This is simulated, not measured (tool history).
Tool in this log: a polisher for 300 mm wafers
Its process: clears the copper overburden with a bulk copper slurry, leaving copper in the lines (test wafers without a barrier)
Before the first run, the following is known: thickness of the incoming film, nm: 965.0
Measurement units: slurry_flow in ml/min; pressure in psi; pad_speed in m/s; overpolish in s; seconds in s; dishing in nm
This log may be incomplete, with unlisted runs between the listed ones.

run  hour  slurry_flow  pressure  pad_speed  slurry_solids  overpolish  seconds  dishing
  1   0.0          315       2.2       0.98            1.0          19   170.44   63.734
  2   5.4          315       2.6       1.00            1.0          19   137.75   70.609
  3   7.8          315       2.6       1.00            0.9          19   135.77   72.031
  4  14.8          315       2.3       1.00            0.9          19   157.91   64.948
  5  22.0          315       2.3       1.00            1.0          19   154.73   66.687
  6  29.4          315       2.3       1.22            1.0          19   131.15   75.773

Estimate the outcome of run 7 from the log above:
  7  34.0          315       2.5       1.24            1.0          20        ?        ?

{"run 7": {"seconds": 117.91, "dishing": 82.579}}
